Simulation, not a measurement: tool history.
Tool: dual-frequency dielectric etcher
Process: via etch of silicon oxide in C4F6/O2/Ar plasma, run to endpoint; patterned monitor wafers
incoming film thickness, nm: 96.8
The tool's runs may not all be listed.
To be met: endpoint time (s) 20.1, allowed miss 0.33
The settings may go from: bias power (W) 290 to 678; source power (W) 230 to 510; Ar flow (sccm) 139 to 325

run	hour	bias power (W)	source power (W)	Ar flow (sccm)	endpoint time (s)
1	0	484	370	232	22.273
2	2.1	429	370	232	23.713
3	4.5	463	370	232	22.816
4	9.2	463	340	232	23.556
5	14.6	497	340	232	22.818
6	20.2	497	340	264	23.027
7	27.2	527	340	264	22.524
8	30.8	554	340	264	21.915

Which of these 5 next moves meets every target?
A	34.4	553	390	211	?
B	34.4	522	390	221	?
C	34.4	535	330	261	?
D	34.4	481	330	240	?
E	34.4	578	350	251	?

move	endpoint time (s)
A	20.148
B	20.871
C	22.633
D	23.657
E	21.107
A: meets every target
B: nearer than the last run, and not there yet
C: further off than the last run
D: further off than the last run
E: nearer than the last run, and not there yet
Answer: A
